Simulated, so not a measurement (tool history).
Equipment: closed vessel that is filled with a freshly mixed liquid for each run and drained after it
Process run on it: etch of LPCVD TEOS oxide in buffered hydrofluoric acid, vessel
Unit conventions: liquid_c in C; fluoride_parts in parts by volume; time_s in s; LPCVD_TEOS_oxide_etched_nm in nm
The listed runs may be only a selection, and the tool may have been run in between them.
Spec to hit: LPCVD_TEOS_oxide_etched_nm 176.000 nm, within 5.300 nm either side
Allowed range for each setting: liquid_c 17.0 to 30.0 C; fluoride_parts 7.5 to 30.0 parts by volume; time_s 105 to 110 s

run 1 hour=0.0 | liquid_c=22.0 fluoride_parts=22.0 time_s=105 | LPCVD_TEOS_oxide_etched_nm=122.210
run 2 hour=2.5 | liquid_c=22.0 fluoride_parts=28.0 time_s=105 | LPCVD_TEOS_oxide_etched_nm=103.560
run 3 hour=7.4 | liquid_c=22.0 fluoride_parts=30.0 time_s=105 | LPCVD_TEOS_oxide_etched_nm=99.307
run 4 hour=11.5 | liquid_c=22.0 fluoride_parts=30.0 time_s=105 | LPCVD_TEOS_oxide_etched_nm=98.422
run 5 hour=12.7 | liquid_c=20.0 fluoride_parts=30.0 time_s=105 | LPCVD_TEOS_oxide_etched_nm=87.522
run 6 hour=13.9 | liquid_c=21.0 fluoride_parts=29.5 time_s=105 | LPCVD_TEOS_oxide_etched_nm=96.066
run 7 hour=15.2 | liquid_c=22.0 fluoride_parts=28.5 time_s=105 | LPCVD_TEOS_oxide_etched_nm=102.710
run 8 hour=19.0 | liquid_c=23.0 fluoride_parts=28.0 time_s=105 | LPCVD_TEOS_oxide_etched_nm=109.750
run 9 hour=22.4 | liquid_c=24.0 fluoride_parts=27.5 time_s=105 | LPCVD_TEOS_oxide_etched_nm=116.180
run 10 hour=31.0 | liquid_c=24.5 fluoride_parts=27.0 time_s=105 | LPCVD_TEOS_oxide_etched_nm=124.860
run 11 hour=33.7 | liquid_c=25.0 fluoride_parts=27.0 time_s=105 | LPCVD_TEOS_oxide_etched_nm=125.950
run 12 hour=39.8 | liquid_c=25.5 fluoride_parts=26.5 time_s=105 | LPCVD_TEOS_oxide_etched_nm=132.830
run 13 hour=47.0 | liquid_c=26.0 fluoride_parts=26.5 time_s=105 | LPCVD_TEOS_oxide_etched_nm=133.290
run 14 hour=50.1 | liquid_c=30.0 fluoride_parts=23.0 time_s=105 | LPCVD_TEOS_oxide_etched_nm=184.390

Which single option among these 4 for the next run brings every result within its allowed miss of target? Just one does.
run A hour=53.2 | liquid_c=27.5 fluoride_parts=23.0 time_s=110 | LPCVD_TEOS_oxide_etched_nm=?
run B hour=53.2 | liquid_c=30.0 fluoride_parts=24.5 time_s=105 | LPCVD_TEOS_oxide_etched_nm=?
run C hour=53.2 | liquid_c=29.5 fluoride_parts=26.5 time_s=105 | LPCVD_TEOS_oxide_etched_nm=?
run D hour=53.2 | liquid_c=30.0 fluoride_parts=22.5 time_s=105 | LPCVD_TEOS_oxide_etched_nm=?

move=A LPCVD_TEOS_oxide_etched_nm=166.380
move=B LPCVD_TEOS_oxide_etched_nm=173.790
move=C LPCVD_TEOS_oxide_etched_nm=160.410
move=D LPCVD_TEOS_oxide_etched_nm=184.200
A: carries the result that was furthest off beyond its target, to the other side
B: all results land within tolerance of their targets
C: carries the result that was furthest off beyond its target, to the other side
D: just as far off the targets as the last run
Move B is the one to make.
